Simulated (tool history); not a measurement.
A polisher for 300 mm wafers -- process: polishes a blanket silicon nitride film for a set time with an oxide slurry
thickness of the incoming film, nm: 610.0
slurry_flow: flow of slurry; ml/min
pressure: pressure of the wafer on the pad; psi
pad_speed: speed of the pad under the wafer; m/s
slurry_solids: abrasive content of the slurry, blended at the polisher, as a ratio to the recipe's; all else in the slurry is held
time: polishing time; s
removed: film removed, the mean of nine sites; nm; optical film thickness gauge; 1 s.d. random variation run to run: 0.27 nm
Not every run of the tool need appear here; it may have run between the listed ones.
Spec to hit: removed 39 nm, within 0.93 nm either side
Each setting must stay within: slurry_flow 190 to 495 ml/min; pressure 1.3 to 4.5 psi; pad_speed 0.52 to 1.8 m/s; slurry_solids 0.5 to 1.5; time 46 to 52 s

| run | hour | slurry_flow | pressure | pad_speed | slurry_solids | time | removed |
|---|---|---|---|---|---|---|---|
| 1 | 0 | 320 | 2.9 | 1.16 | 1 | 52 | 26.656 |
| 2 | 8.1 | 325 | 3.3 | 1.16 | 1 | 52 | 30.019 |
| 3 | 13 | 325 | 3.6 | 1.16 | 1 | 52 | 32.767 |
| 4 | 18 | 325 | 3.8 | 1.16 | 1 | 52 | 34.23 |
| 5 | 20.8 | 325 | 3.3 | 1.16 | 1 | 52 | 30.424 |
| 6 | 27.6 | 325 | 3.9 | 1.16 | 1 | 52 | 34.873 |
| 7 | 29.2 | 335 | 4 | 1.16 | 1 | 52 | 36.435 |
| 8 | 37 | 345 | 4.1 | 1.16 | 1 | 52 | 37.558 |

Which single option among these 4 for the next run brings every result within its allowed miss of target? Just one does.
| A | 44.8 | 230 | 4.3 | 1.36 | 0.9 | 50 | ? |
| B | 44.8 | 265 | 3.6 | 1.32 | 1.25 | 49 | ? |
| C | 44.8 | 355 | 4 | 1.26 | 1 | 49 | ? |
| D | 44.8 | 350 | 4.5 | 1.12 | 1.1 | 47 | ? |

| move | removed |
|---|---|
| A | 38.615 |
| B | 35.438 |
| C | 36.23 |
| D | 36.78 |
A: every result lands within tolerance
B: lands further from the targets than the last run did
C: lands further from the targets than the last run did
D: lands further from the targets than the last run did
Move A is the one to make.

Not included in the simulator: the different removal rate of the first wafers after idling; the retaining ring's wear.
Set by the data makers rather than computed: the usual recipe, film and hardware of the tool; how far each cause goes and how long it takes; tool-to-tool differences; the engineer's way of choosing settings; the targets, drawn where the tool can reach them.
